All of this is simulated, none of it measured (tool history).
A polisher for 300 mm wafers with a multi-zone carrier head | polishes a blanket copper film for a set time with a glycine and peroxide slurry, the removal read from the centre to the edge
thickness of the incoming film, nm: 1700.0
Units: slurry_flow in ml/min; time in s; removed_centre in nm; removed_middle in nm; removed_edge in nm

run	hour	slurry_flow	centre_zone	middle_zone	edge_zone	time	removed_centre	removed_middle	removed_edge
1	0.0	205	1.00	1.00	1.00	43	189.59	191.87	190.45
2	3.0	255	1.00	1.00	1.00	43	192.75	200.79	189.93
3	4.7	255	1.00	1.02	1.01	44	199.26	204.70	202.17
4	9.0	260	0.99	1.04	0.99	45	198.87	214.70	198.39
5	11.0	265	0.99	1.06	0.99	46	205.68	219.09	202.61
6	14.2	270	0.98	1.07	0.99	47	206.24	233.92	206.70
7	20.2	270	0.98	1.08	1.00	47	204.75	230.28	207.65
8	27.4	270	0.98	1.09	1.00	47	211.27	231.46	210.04

Run 9 comes next. What will it give?
9	30.3	270	0.97	1.10	1.00	47	?	?	?

{"run 9": {"removed_centre": 201.66, "removed_middle": 233.08, "removed_edge": 210.69}}
